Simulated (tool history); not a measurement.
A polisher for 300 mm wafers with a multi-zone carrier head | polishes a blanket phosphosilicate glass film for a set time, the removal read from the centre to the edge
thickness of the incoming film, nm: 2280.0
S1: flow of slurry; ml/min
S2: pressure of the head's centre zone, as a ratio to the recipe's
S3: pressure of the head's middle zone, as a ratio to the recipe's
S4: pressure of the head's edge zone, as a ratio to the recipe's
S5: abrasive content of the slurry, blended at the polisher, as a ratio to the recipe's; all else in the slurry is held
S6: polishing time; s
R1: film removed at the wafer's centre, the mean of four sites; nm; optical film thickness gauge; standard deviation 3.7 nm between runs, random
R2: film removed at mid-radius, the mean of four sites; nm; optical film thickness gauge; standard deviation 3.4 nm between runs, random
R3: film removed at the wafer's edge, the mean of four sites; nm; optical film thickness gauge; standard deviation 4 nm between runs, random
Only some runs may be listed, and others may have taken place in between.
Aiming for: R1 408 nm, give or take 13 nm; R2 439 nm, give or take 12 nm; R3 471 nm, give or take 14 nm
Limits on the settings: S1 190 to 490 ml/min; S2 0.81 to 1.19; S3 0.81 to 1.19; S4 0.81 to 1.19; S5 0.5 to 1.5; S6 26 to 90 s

run    day   S1    S2    S3    S4  S5  S6      R1      R2      R3
  1      0  315     1     1     1   1  58  584.18  581.08  574.53
  2  0.146  315     1     1     1   1  47  469.29  476.79  462.33
  3  0.275  315     1     1  0.95   1  47   468.9  473.75  457.42
  4  0.471  250     1     1  0.95   1  47  468.19  467.17  445.76
  5  0.638  250     1  0.93  0.95   1  47  462.59  442.04   453.7
  6  0.804  250  0.98  0.93  0.96   1  47  456.26   430.8  462.74
  7  0.983  225  0.88  1.03  0.97   1  47  403.76  468.35  449.21
  8  1.196  225  0.88  1.03  0.97   1  47  406.79  466.47  447.55
  9  1.354  225  0.88  1.02  0.98   1  47  407.41  466.04  454.19
 10  1.646  225  0.88  1.01  0.98   1  47  405.32  456.38  454.07
 11  1.696  225  0.88     1  0.98   1  47  404.62   457.6  455.01

5 candidate next runs follow, results not yet known. Just one meets every target within its allowed miss. Identify it.
  A  1.746  225  0.85   0.9  0.96     1  49   ?   ?   ?
  B  1.746  235  0.94  0.99  0.99   1.1  42   ?   ?   ?
  C  1.746  190  0.87     1  1.07   0.9  53   ?   ?   ?
  D  1.746  190  0.97  1.01   0.9  0.95  46   ?   ?   ?
  E  1.746  230  0.93  0.93  0.98   1.2  41   ?   ?   ?

move      R1      R2      R3
   A  404.61  441.49  473.07
   B  409.97  436.57  437.74
   C  406.77  473.63  491.48
   D  410.07  431.28  409.71
   E  414.55     424  446.23
A: hits every target within its allowed miss
B: gets the furthest-off result to its target, but another result is out of tolerance
C: its largest miss is bigger than the last run's
D: gets the furthest-off result to its target, but another result is out of tolerance
E: carries the result that was furthest off beyond its target, to the other side
The right move is A.
